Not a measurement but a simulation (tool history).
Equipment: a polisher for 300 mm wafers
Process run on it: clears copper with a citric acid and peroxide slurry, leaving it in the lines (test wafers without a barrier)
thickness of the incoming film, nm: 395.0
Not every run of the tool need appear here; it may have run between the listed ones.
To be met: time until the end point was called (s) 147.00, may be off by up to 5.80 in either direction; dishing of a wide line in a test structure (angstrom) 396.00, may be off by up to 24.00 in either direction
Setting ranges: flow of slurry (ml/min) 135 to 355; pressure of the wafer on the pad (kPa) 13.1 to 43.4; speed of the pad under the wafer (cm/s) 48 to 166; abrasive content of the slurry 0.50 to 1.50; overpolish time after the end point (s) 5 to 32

run  hour  flow of slurry (ml/min)  pressure of the wafer on the pad (kPa)  speed of the pad under the wafer (cm/s)  abrasive content of the slurry  overpolish time after the end point (s)  time until the end point was called (s)  dishing of a wide line in a test structure (angstrom)
  1   0.0                      225                                    28.3                                      106                            1.00                                       16                                   154.85                                                 258.10
  2   3.4                      225                                    31.0                                      106                            1.00                                       16                                   146.83                                                 273.26
  3   5.7                      205                                    31.0                                      106                            1.00                                       16                                   145.54                                                 269.90
  4  12.7                      205                                    31.0                                      106                            1.00                                       18                                   145.59                                                 294.57
  5  13.9                      210                                    31.0                                      106                            1.00                                       19                                   143.32                                                 325.61
  6  19.2                      210                                    31.0                                      106                            1.00                                       20                                   145.99                                                 320.50
  7  27.2                      210                                    31.0                                      106                            1.00                                       21                                   148.80                                                 333.37
  8  32.5                      210                                    31.0                                      106                            1.00                                       21                                   145.58                                                 330.31
  9  38.6                      210                                    31.0                                      106                            1.00                                       21                                   150.04                                                 352.18
 10  39.8                      215                                    31.7                                      106                            1.00                                       22                                   145.01                                                 352.08
 11  45.4                      215                                    31.7                                      106                            1.00                                       23                                   145.42                                                 383.32

Below are 4 possible settings for the next run. Only one of them brings all results inside the allowed miss of their targets. Which is it?
  A  51.0                      215                                    29.0                                      112                            1.00                                       23                                        ?                                                      ?
  B  51.0                      200                                    40.0                                       84                            1.00                                       21                                        ?                                                      ?
  C  51.0                      210                                    30.3                                      106                            1.05                                       26                                        ?                                                      ?
  D  51.0                      210                                    31.0                                      108                            1.15                                       20                                        ?                                                      ?

move  time until the end point was called (s)  dishing of a wide line in a test structure (angstrom)
   A                                   145.37                                                 358.24
   B                                   150.49                                                 328.00
   C                                   146.85                                                 389.90
   D                                   138.96                                                 333.90
A: moves away from the targets compared with the last run
B: moves away from the targets compared with the last run
C: in spec on every target
D: moves away from the targets compared with the last run
Correct choice: C, which meets every target
